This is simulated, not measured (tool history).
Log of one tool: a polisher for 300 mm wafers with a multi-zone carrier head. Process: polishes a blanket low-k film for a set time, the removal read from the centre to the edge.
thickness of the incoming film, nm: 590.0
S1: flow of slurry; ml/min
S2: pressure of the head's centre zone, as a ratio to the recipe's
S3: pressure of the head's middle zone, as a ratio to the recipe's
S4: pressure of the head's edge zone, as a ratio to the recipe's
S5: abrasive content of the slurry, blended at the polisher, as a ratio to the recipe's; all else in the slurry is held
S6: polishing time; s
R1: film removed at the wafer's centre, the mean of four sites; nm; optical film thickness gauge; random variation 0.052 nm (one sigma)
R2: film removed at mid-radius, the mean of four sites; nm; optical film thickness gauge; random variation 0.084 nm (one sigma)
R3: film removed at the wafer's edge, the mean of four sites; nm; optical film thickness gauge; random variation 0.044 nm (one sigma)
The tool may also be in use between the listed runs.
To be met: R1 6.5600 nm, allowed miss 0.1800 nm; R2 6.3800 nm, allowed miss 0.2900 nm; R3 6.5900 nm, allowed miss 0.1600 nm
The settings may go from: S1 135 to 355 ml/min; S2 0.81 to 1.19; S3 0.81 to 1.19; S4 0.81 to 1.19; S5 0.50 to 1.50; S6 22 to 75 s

run  hour   S1    S2    S3    S4    S5  S6      R1      R2      R3
  1   0.0  225  1.00  1.00  1.00  1.00  48  9.5206  9.5637  9.4690
  2   7.8  225  1.00  1.00  1.05  1.00  48  9.5904  9.4491  9.7582
  3   8.6  225  1.04  1.00  1.05  1.00  48  9.8365  9.6841  9.7475
  4  13.0  215  1.00  0.98  1.00  0.85  47  8.6254  8.5776  8.8527
  5  21.1  215  1.00  0.98  1.06  0.85  47  8.5740  8.5203  8.9732
  6  27.3  215  1.00  0.98  1.06  0.75  47  8.3193  8.1156  8.6068
     29.8  -- slurry nozzle cleaned
  7  29.8  190  0.91  0.91  0.96  0.50  44  6.1425  6.2675  6.8442
  8  37.9  195  0.93  0.91  0.94  0.50  44  6.3655  6.3504  6.7616
  9  42.4  200  0.94  0.91  0.93  0.50  44  6.4280  6.3050  6.8319

5 next moves are on the table. One of them brings every result within its allowed miss. Which?
  A  46.9  220  0.97  0.94  0.91  0.55  41   ?   ?   ?
  B  46.9  215  0.89  0.91  1.04  0.50  44   ?   ?   ?
  C  46.9  215  0.88  0.81  0.94  0.50  47   ?   ?   ?
  D  46.9  165  0.92  0.84  0.96  0.50  48   ?   ?   ?
  E  46.9  200  0.94  0.95  0.91  0.50  43   ?   ?   ?

move      R1      R2      R3
   A  6.5427  6.3745  6.5566
   B  6.1954  6.4136  7.0671
   C  6.5382  6.2259  7.3263
   D  6.6292  6.2508  7.2730
   E  6.3192  6.4230  6.5709
A: meets every target
B: further off than the last run
C: further off than the last run
D: further off than the last run
E: brings the result that was furthest off to its target, and leaves another outside
Answer: A
